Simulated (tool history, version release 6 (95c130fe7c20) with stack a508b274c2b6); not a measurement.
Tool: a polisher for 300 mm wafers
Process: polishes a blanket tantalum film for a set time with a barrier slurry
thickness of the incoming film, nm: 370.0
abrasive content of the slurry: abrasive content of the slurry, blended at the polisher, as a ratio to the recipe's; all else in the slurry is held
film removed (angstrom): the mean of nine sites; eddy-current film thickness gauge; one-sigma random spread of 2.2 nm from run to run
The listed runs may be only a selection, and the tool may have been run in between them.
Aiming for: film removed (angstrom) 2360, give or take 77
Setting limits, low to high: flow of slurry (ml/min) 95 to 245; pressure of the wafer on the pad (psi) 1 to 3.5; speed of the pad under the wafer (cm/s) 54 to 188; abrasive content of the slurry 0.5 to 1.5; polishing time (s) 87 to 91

run,hour,flow of slurry (ml/min),pressure of the wafer on the pad (psi),speed of the pad under the wafer (cm/s),abrasive content of the slurry,polishing time (s),film removed (angstrom)
1,0,155,2.2,120,1,87,1574.2
2,5.2,155,2.2,98,1,87,1338
3,14.2,155,2.2,98,1,91,1417.1
4,17.5,160,2.3,98,1,91,1466.7
5,21.6,160,2.5,98,1,91,1572.8
6,29.2,160,2.6,98,1,91,1654.6
7,33.8,160,2.7,98,1,91,1701.9
8,41.8,160,2.8,98,1,91,1754.8
9,48.7,190,3.4,100,1,91,2255.7

Consider the 4 candidate settings below. Which is the only one whose results all fall within their allowed miss of target?
A,55.6,190,3.2,98,1.05,91,?
B,55.6,220,3.4,104,0.95,91,?
C,55.6,160,2.9,146,0.7,89,?
D,55.6,175,3.4,104,0.85,91,?

move,film removed (angstrom)
A,2085.1
B,2300.3
C,2209.3
D,2148.9
A: lands further from the targets than the last run did
B: in spec on every target
C: lands further from the targets than the last run did
D: lands further from the targets than the last run did
Go with B: it meets all targets.

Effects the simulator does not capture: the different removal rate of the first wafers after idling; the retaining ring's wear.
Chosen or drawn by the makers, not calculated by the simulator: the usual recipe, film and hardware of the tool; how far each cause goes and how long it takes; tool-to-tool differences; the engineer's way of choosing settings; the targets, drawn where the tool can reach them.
